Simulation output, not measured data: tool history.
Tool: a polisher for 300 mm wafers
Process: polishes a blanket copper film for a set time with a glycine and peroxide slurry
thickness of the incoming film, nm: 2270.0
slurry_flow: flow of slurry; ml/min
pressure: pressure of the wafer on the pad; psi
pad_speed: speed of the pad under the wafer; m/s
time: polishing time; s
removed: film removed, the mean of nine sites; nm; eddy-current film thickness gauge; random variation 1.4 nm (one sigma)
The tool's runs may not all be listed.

run  hour  slurry_flow  pressure  pad_speed  time  removed
  1   0.0          310       3.0       0.94    38   208.03
  2   2.5          310       2.6       0.92    38   183.84
  3   7.7          310       2.3       0.90    38   162.12
  4  12.5          310       2.0       0.90    38   145.01
  5  18.8          310       2.0       0.90    35   136.32
  6  23.4          310       2.6       0.90    35   165.35
  7  26.4          310       2.4       0.90    35   156.02
  8  32.8          310       2.4       0.90    35   153.40
  9  39.8          310       2.2       0.90    35   144.71

Forecast run 10:
 10  43.8          310       2.1       0.90    35        ?

removed: 139.01 nm

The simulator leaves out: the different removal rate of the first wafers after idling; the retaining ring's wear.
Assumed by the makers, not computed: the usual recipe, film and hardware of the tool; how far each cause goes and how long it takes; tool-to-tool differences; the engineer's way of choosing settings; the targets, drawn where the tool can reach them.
